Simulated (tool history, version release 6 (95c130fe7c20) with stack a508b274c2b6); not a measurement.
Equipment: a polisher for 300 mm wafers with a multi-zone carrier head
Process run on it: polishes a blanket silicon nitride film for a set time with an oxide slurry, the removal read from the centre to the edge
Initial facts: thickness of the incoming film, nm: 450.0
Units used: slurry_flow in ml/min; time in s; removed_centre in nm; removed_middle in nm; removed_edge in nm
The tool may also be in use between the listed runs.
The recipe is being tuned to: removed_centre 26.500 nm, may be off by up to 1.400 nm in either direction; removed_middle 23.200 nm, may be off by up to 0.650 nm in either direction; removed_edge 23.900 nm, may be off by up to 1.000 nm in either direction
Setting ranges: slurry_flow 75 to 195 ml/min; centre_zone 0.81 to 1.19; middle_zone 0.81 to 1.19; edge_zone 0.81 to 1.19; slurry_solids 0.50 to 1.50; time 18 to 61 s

run,hour,slurry_flow,centre_zone,middle_zone,edge_zone,slurry_solids,time,removed_centre,removed_middle,removed_edge
1,0.0,125,1.00,1.00,1.00,1.00,39,28.543,31.972,32.284
2,7.8,125,1.00,1.00,1.00,1.00,45,33.375,37.263,36.970
3,11.1,120,1.04,0.97,0.95,0.85,44,31.167,33.117,31.810
4,19.5,120,1.04,0.93,0.95,0.85,44,32.467,31.984,32.392
5,25.1,120,1.04,0.93,1.01,0.85,44,31.232,31.709,33.189
6,33.4,110,1.06,0.90,0.98,0.75,44,29.550,28.983,31.000
7,37.4,105,1.08,0.88,0.94,0.70,44,28.249,27.205,28.866
8,39.0,100,1.11,0.87,0.90,0.65,44,27.331,25.658,27.200
9,41.7,100,1.13,0.87,0.87,0.60,44,27.655,24.611,25.611

Of the 5 settings listed for the next run, only one would bring every result within its allowed miss of target. Which one?
A,44.4,95,1.09,1.02,0.81,0.50,45,?,?,?
B,44.4,105,1.18,0.91,0.91,0.55,42,?,?,?
C,44.4,145,1.09,0.99,0.81,0.85,32,?,?,?
D,44.4,115,1.10,1.05,0.81,0.50,43,?,?,?
E,44.4,100,1.12,0.92,0.83,0.55,47,?,?,?

move,removed_centre,removed_middle,removed_edge
A,24.427,25.533,22.808
B,26.626,23.562,24.016
C,24.989,25.302,22.618
D,24.490,25.785,22.297
E,27.982,26.357,25.626
A: misses by more than the last run did
B: every result within its allowed miss
C: misses by more than the last run did
D: misses by more than the last run did
E: misses by more than the last run did
B meets every target.
